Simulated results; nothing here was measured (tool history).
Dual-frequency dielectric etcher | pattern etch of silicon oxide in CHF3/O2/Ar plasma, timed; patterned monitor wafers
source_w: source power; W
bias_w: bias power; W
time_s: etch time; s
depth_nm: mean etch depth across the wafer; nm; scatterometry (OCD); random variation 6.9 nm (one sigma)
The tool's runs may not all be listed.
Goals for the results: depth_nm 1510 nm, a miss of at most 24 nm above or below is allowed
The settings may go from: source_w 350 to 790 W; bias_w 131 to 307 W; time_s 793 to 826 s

{"run": 1, "hour": 0.0, "source_w": 570, "bias_w": 219, "time_s": 793, "depth_nm": 1753.7}
{"run": 2, "hour": 1.3, "source_w": 530, "bias_w": 217, "time_s": 793, "depth_nm": 1727.3}
{"run": 3, "hour": 5.1, "source_w": 530, "bias_w": 252, "time_s": 793, "depth_nm": 1795}
{"run": 4, "hour": 8.9, "source_w": 530, "bias_w": 284, "time_s": 793, "depth_nm": 1866.3}
{"run": 5, "hour": 9.6, "source_w": 490, "bias_w": 268, "time_s": 793, "depth_nm": 1790.7}
{"run": 6, "hour": 12.8, "source_w": 460, "bias_w": 254, "time_s": 793, "depth_nm": 1734.3}
{"run": 7, "hour": 20.8, "source_w": 440, "bias_w": 241, "time_s": 793, "depth_nm": 1705.7}
{"run": 8, "hour": 27.2, "source_w": 420, "bias_w": 227, "time_s": 793, "depth_nm": 1636.5}
{"run": 9, "hour": 30.0, "source_w": 410, "bias_w": 221, "time_s": 793, "depth_nm": 1623.8}
{"run": 10, "hour": 31.1, "source_w": 410, "bias_w": 221, "time_s": 793, "depth_nm": 1614.2}
{"run": 11, "hour": 39.3, "source_w": 400, "bias_w": 216, "time_s": 793, "depth_nm": 1602.6}
{"run": 12, "hour": 43.4, "source_w": 390, "bias_w": 211, "time_s": 793, "depth_nm": 1581.8}
{"run": 13, "hour": 48.0, "source_w": 380, "bias_w": 207, "time_s": 793, "depth_nm": 1556.3}
{"run": 14, "hour": 49.2, "source_w": 370, "bias_w": 205, "time_s": 793, "depth_nm": 1530.4}

Which single option among these 5 for the next run brings every result within its allowed miss of target? Just one does.
{"run": "A", "hour": 50.4, "source_w": 350, "bias_w": 193, "time_s": 808.5, "depth_nm": "?"}
{"run": "B", "hour": 50.4, "source_w": 360, "bias_w": 200, "time_s": 819.5, "depth_nm": "?"}
{"run": "C", "hour": 50.4, "source_w": 350, "bias_w": 210, "time_s": 810.5, "depth_nm": "?"}
{"run": "D", "hour": 50.4, "source_w": 350, "bias_w": 232, "time_s": 793, "depth_nm": "?"}
{"run": "E", "hour": 50.4, "source_w": 400, "bias_w": 203, "time_s": 793, "depth_nm": "?"}

move=A depth_nm=1514
move=B depth_nm=1562.4
move=C depth_nm=1558.2
move=D depth_nm=1573.8
move=E depth_nm=1559.6
A: every result lands within tolerance
B: moves away from the targets compared with the last run
C: moves away from the targets compared with the last run
D: moves away from the targets compared with the last run
E: moves away from the targets compared with the last run
Move A is the one to make.

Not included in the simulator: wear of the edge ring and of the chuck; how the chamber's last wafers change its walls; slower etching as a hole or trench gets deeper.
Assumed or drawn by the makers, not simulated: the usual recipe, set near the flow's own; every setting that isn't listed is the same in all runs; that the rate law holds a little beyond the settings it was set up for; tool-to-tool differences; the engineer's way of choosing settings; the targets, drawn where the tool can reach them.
